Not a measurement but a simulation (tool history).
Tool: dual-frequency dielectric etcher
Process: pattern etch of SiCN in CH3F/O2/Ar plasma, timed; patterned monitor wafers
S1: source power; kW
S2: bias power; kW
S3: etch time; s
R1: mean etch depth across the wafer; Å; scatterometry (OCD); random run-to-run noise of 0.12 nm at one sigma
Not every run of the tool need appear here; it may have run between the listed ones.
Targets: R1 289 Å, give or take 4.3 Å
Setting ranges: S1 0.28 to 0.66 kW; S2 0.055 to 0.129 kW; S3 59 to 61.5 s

run,hour,S1,S2,S3,R1
1,0,0.47,0.092,59,255.15
2,2.3,0.47,0.092,59,254.91
3,6.2,0.5,0.093,59,261.01
4,9.2,0.45,0.093,59,254.69
5,13.5,0.38,0.093,59,245.39
6,21.2,0.42,0.096,59,256.65
7,24.4,0.46,0.097,59,263.43
8,33.3,0.49,0.098,59,268.81

5 next moves are on the table. One of them brings every result within its allowed miss. Which?
A,42.2,0.51,0.095,61.5,?
B,42.2,0.5,0.108,60,?
C,42.2,0.47,0.1,61,?
D,42.2,0.44,0.114,61.5,?
E,42.2,0.53,0.094,61.5,?

move,R1
A,276.27
B,288.68
C,277.05
D,296.49
E,277.05
A: an improvement on the last run, though not all results are within tolerance
B: every result lands within tolerance
C: an improvement on the last run, though not all results are within tolerance
D: takes the biggest miss from the last run beyond its target
E: an improvement on the last run, though not all results are within tolerance
Answer: B

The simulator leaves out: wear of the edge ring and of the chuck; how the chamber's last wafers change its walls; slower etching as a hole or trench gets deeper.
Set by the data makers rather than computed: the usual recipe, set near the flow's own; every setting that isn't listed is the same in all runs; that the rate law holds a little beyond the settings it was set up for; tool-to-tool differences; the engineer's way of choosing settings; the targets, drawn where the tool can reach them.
